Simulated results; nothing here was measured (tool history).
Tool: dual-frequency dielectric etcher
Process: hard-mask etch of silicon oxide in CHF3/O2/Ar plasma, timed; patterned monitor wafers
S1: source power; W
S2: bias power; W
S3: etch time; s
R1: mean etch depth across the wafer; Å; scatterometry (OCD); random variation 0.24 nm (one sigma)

{"run": 1, "day": 0.0, "S1": 700, "S2": 216, "S3": 20.5, "R1": 458.78}
{"run": 2, "day": 0.325, "S1": 700, "S2": 216, "S3": 20.5, "R1": 461.84}
{"run": 3, "day": 0.612, "S1": 700, "S2": 216, "S3": 20.5, "R1": 456.96}
{"run": 4, "day": 0.721, "S1": 660, "S2": 214, "S3": 20.5, "R1": 446.61}
{"run": 5, "day": 0.992, "S1": 660, "S2": 198, "S3": 20.5, "R1": 434.36}
{"run": 6, "day": 1.138, "S1": 660, "S2": 198, "S3": 21.5, "R1": 455.34}
{"run": 7, "day": 1.279, "S1": 630, "S2": 196, "S3": 21.5, "R1": 444.19}

Forecast run 8:
{"run": 8, "day": 1.479, "S1": 610, "S2": 195, "S3": 21.5, "R1": "?"}

Run 8 gave R1 439.03 Å.
